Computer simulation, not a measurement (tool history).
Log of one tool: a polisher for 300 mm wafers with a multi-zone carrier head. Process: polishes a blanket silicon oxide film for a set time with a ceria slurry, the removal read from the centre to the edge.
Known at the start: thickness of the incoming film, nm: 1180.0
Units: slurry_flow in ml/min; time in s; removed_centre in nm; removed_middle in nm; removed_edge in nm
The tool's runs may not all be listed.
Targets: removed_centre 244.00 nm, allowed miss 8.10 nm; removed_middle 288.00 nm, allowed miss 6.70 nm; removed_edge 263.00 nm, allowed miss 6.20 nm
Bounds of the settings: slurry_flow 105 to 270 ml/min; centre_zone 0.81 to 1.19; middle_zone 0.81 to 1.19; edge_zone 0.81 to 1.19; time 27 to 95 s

{"run": 1, "hour": 0.0, "slurry_flow": 175, "centre_zone": 1.0, "middle_zone": 1.0, "edge_zone": 1.0, "time": 61, "removed_centre": 445.01, "removed_middle": 453.95, "removed_edge": 466.31}
{"run": 2, "hour": 4.9, "slurry_flow": 175, "centre_zone": 1.0, "middle_zone": 1.08, "edge_zone": 1.0, "time": 61, "removed_centre": 450.97, "removed_middle": 476.12, "removed_edge": 470.42}
{"run": 3, "hour": 11.2, "slurry_flow": 175, "centre_zone": 1.0, "middle_zone": 1.08, "edge_zone": 1.0, "time": 53, "removed_centre": 391.31, "removed_middle": 416.2, "removed_edge": 404.15}
{"run": 4, "hour": 14.1, "slurry_flow": 170, "centre_zone": 0.98, "middle_zone": 1.07, "edge_zone": 0.98, "time": 50, "removed_centre": 361.53, "removed_middle": 385.45, "removed_edge": 382.89}
{"run": 5, "hour": 21.4, "slurry_flow": 175, "centre_zone": 0.97, "middle_zone": 1.08, "edge_zone": 0.96, "time": 47, "removed_centre": 341.52, "removed_middle": 372.7, "removed_edge": 353.54}
{"hour": 28.7, "done": "slurry nozzle cleaned"}
{"run": 6, "hour": 28.7, "slurry_flow": 175, "centre_zone": 0.97, "middle_zone": 1.08, "edge_zone": 0.96, "time": 54, "removed_centre": 405.08, "removed_middle": 437.81, "removed_edge": 421.04}
{"run": 7, "hour": 35.0, "slurry_flow": 190, "centre_zone": 0.97, "middle_zone": 1.1, "edge_zone": 0.98, "time": 50, "removed_centre": 382.65, "removed_middle": 418.78, "removed_edge": 389.56}
{"run": 8, "hour": 41.2, "slurry_flow": 190, "centre_zone": 0.95, "middle_zone": 1.09, "edge_zone": 0.96, "time": 47, "removed_centre": 352.92, "removed_middle": 391.09, "removed_edge": 365.84}
{"run": 9, "hour": 44.3, "slurry_flow": 190, "centre_zone": 0.94, "middle_zone": 1.09, "edge_zone": 0.95, "time": 45, "removed_centre": 334.06, "removed_middle": 379.71, "removed_edge": 349.17}

Which of these 4 next moves meets every target?
{"run": "A", "hour": 47.4, "slurry_flow": 240, "centre_zone": 0.9, "middle_zone": 1.12, "edge_zone": 0.97, "time": 33, "removed_centre": "?", "removed_middle": "?", "removed_edge": "?"}
{"run": "B", "hour": 47.4, "slurry_flow": 185, "centre_zone": 0.84, "middle_zone": 1.13, "edge_zone": 0.94, "time": 36, "removed_centre": "?", "removed_middle": "?", "removed_edge": "?"}
{"run": "C", "hour": 47.4, "slurry_flow": 185, "centre_zone": 0.88, "middle_zone": 1.14, "edge_zone": 0.96, "time": 32, "removed_centre": "?", "removed_middle": "?", "removed_edge": "?"}
{"run": "D", "hour": 47.4, "slurry_flow": 255, "centre_zone": 0.99, "middle_zone": 1.19, "edge_zone": 0.94, "time": 56, "removed_centre": "?", "removed_middle": "?", "removed_edge": "?"}

move=A removed_centre=247.63 removed_middle=292.05 removed_edge=265.54
move=B removed_centre=247.77 removed_middle=311.21 removed_edge=279.81
move=C removed_centre=228.02 removed_middle=278.68 removed_edge=250.58
move=D removed_centre=455.41 removed_middle=525.43 removed_edge=447.31
A: meets every target
B: nearer than the last run, and not there yet
C: takes the result that was furthest off past its target
D: further off than the last run
The right move is A.
